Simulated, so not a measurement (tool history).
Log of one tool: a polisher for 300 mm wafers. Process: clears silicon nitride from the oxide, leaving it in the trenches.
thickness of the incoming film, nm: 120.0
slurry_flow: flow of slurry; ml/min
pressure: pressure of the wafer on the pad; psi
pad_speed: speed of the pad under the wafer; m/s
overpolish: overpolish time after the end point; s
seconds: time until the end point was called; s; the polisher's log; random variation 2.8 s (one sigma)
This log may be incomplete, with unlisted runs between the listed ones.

run	hour	slurry_flow	pressure	pad_speed	overpolish	seconds
1	0.0	150	3.0	1.14	8	104.23
2	5.4	150	2.6	1.12	8	120.93
3	9.3	185	2.6	1.12	8	115.17
4	11.2	185	2.3	1.10	8	133.28
5	14.6	185	2.1	1.10	8	143.77
6	15.4	185	2.0	1.10	8	150.89
7	17.4	185	1.9	1.10	8	156.10
8	21.2	185	1.8	1.10	8	168.56

Expected results for the next run?
9	23.2	180	1.8	1.10	8	?

Run 9 yielded seconds 166.39 s.

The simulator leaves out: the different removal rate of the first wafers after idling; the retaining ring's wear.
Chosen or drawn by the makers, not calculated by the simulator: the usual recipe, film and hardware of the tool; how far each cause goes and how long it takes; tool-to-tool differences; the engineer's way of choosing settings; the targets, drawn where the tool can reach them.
